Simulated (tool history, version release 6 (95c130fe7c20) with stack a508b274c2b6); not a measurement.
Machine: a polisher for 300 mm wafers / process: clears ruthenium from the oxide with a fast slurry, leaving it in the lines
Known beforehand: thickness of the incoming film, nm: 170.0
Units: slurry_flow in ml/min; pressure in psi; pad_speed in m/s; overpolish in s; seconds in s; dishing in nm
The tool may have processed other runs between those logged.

run 1 hour=0 | slurry_flow=195 pressure=3.1 pad_speed=0.96 slurry_solids=1 overpolish=17 | seconds=51.786 dishing=39.416
run 2 hour=2.9 | slurry_flow=195 pressure=2.7 pad_speed=0.8 slurry_solids=0.95 overpolish=13 | seconds=69.294 dishing=24.204
run 3 hour=11.5 | slurry_flow=195 pressure=2.3 pad_speed=0.7 slurry_solids=0.95 overpolish=12 | seconds=92.072 dishing=17.917
run 4 hour=20 | slurry_flow=195 pressure=2.3 pad_speed=0.7 slurry_solids=0.75 overpolish=12 | seconds=101.25 dishing=16.52
run 5 hour=23.7 | slurry_flow=195 pressure=2.3 pad_speed=0.7 slurry_solids=0.9 overpolish=12 | seconds=93.857 dishing=18.295
run 6 hour=31.4 | slurry_flow=195 pressure=2.3 pad_speed=0.7 slurry_solids=0.9 overpolish=17 | seconds=92.559 dishing=23.55

Run 7 is up next; what results do you expect?
run 7 hour=35 | slurry_flow=195 pressure=2.2 pad_speed=0.64 slurry_solids=0.9 overpolish=14 | seconds=? dishing=?

Run 7 gave seconds 103.42 s, dishing 18.704 nm.

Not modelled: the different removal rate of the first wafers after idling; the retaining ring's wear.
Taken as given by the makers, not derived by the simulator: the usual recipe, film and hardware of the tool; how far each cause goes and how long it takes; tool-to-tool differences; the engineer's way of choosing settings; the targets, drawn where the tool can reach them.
